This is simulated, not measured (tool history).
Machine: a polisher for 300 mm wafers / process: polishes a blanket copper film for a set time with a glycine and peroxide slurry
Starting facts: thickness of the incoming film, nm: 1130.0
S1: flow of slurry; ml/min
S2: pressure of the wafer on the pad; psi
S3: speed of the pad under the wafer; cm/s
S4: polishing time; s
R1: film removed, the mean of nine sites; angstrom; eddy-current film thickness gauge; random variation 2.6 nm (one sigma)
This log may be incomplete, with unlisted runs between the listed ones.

Run 1, hour 0: S1 200 ml/min, S2 2.7 psi, S3 128 cm/s, S4 21 s. Result: R1 1613.4 angstrom.
Run 2, hour 8.5: S1 200 ml/min, S2 2.7 psi, S3 128 cm/s, S4 19 s. Result: R1 1439.2 angstrom.
Run 3, hour 12.2: S1 200 ml/min, S2 2.9 psi, S3 130 cm/s, S4 19 s. Result: R1 1517.7 angstrom.
Run 4, hour 13: S1 200 ml/min, S2 2.3 psi, S3 130 cm/s, S4 19 s. Result: R1 1308.8 angstrom.
Run 5, hour 19.7: S1 200 ml/min, S2 2.6 psi, S3 132 cm/s, S4 19 s. Result: R1 1448.1 angstrom.
Run 6, hour 24.6: S1 200 ml/min, S2 2.6 psi, S3 102 cm/s, S4 19 s. Result: R1 1151.6 angstrom.
Run 7, hour 32.2: S1 200 ml/min, S2 2.9 psi, S3 106 cm/s, S4 19 s. Result: R1 1283.4 angstrom.
Run 8, hour 40.4: S1 200 ml/min, S2 3.2 psi, S3 110 cm/s, S4 19 s. Result: R1 1378.7 angstrom.
Run 9, hour 42.4: S1 200 ml/min, S2 3.4 psi, S3 116 cm/s, S4 19 s. Result: R1 1565.1 angstrom.
Run 10, hour 51: S1 200 ml/min, S2 3.6 psi, S3 118 cm/s, S4 19 s. Result: R1 1661.1 angstrom.
Run 11, hour 58.3: S1 200 ml/min, S2 3.7 psi, S3 120 cm/s, S4 19 s. Result: R1 1705.4 angstrom.

Estimate the outcome of run 12 from the log above:
Run 12, hour 59.1: S1 200 ml/min, S2 3.8 psi, S3 122 cm/s, S4 19 s. Result: R1 ?.

{"run 12": {"R1": 1793.1}}
